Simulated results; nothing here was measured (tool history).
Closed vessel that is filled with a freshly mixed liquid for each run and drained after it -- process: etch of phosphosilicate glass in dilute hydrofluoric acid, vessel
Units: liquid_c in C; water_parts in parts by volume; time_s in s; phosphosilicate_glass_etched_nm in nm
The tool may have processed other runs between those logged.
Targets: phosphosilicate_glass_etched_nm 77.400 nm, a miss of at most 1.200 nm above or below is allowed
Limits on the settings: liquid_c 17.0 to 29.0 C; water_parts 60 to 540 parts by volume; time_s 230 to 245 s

| run | hour | liquid_c | water_parts | time_s | phosphosilicate_glass_etched_nm |
|---|---|---|---|---|---|
| 1 | 0.0 | 21.0 | 300 | 230 | 90.242 |
| 2 | 1.4 | 20.5 | 300 | 230 | 87.849 |
| 3 | 9.7 | 22.0 | 300 | 230 | 93.253 |
| 4 | 13.6 | 22.0 | 300 | 245 | 98.378 |
| 5 | 15.3 | 21.0 | 305 | 245 | 94.008 |
| 6 | 19.5 | 21.0 | 305 | 245 | 93.678 |
| 7 | 27.2 | 20.5 | 305 | 245 | 91.639 |
| 8 | 32.7 | 20.0 | 305 | 245 | 90.152 |
| 9 | 34.7 | 19.5 | 305 | 245 | 88.800 |
| 10 | 43.1 | 19.0 | 305 | 245 | 87.175 |
| 11 | 50.1 | 18.5 | 305 | 245 | 85.629 |
| 12 | 58.3 | 17.5 | 310 | 245 | 79.475 |
| 13 | 59.1 | 17.0 | 310 | 245 | 78.797 |

Pick the move, out of 5, that brings all results within their allowed miss; only one does.
| A | 59.9 | 17.0 | 285 | 230 | ? |
| B | 59.9 | 18.5 | 330 | 245 | ? |
| C | 59.9 | 17.5 | 295 | 230 | ? |
| D | 59.9 | 22.5 | 355 | 245 | ? |
| E | 59.9 | 17.0 | 290 | 230 | ? |

| move | phosphosilicate_glass_etched_nm |
|---|---|
| A | 82.772 |
| B | 77.538 |
| C | 80.811 |
| D | 81.276 |
| E | 81.003 |
A: the biggest miss grows against the last run
B: each result inside its tolerance
C: the biggest miss grows against the last run
D: the biggest miss grows against the last run
E: the biggest miss grows against the last run
The move that meets every target is B.

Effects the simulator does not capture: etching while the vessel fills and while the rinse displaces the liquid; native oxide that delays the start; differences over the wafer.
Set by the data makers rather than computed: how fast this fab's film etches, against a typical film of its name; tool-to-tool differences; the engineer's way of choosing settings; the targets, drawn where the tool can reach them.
